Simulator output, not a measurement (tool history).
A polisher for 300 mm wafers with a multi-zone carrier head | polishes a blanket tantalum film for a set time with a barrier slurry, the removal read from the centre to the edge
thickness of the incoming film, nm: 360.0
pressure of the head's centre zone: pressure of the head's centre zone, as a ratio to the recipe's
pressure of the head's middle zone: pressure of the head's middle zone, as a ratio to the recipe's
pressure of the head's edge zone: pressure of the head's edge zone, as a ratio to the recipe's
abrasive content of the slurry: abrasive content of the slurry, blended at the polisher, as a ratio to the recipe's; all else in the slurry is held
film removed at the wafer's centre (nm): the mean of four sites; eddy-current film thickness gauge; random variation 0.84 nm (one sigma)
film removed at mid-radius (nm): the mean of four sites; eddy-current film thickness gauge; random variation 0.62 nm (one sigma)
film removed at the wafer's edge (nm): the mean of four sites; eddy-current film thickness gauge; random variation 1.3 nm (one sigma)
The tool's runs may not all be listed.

run,hour,flow of slurry (ml/min),pressure of the head's centre zone,pressure of the head's middle zone,pressure of the head's edge zone,abrasive content of the slurry,polishing time (s),film removed at the wafer's centre (nm),film removed at mid-radius (nm),film removed at the wafer's edge (nm)
1,0,250,1,1,1,1,81,105.38,104.82,106.18
2,5.1,250,1,1,1,0.8,81,101.52,100.33,100.86
3,12.3,250,1,1,0.93,0.8,81,100.85,100.72,95.225
4,12.9,250,0.91,1,0.93,0.8,81,91.851,99.814,98.413
5,15.4,310,0.91,1,0.93,0.8,81,94.689,101.9,97.769
6,20.1,305,0.91,0.99,0.92,0.8,81,92.258,101,97.425

Forecast run 7:
7,26,305,0.92,0.97,0.91,0.8,81,?,?,?

{"run 7": {"film removed at the wafer's centre (nm)": 94.197, "film removed at mid-radius (nm)": 99.127, "film removed at the wafer's edge (nm)": 96.067}}

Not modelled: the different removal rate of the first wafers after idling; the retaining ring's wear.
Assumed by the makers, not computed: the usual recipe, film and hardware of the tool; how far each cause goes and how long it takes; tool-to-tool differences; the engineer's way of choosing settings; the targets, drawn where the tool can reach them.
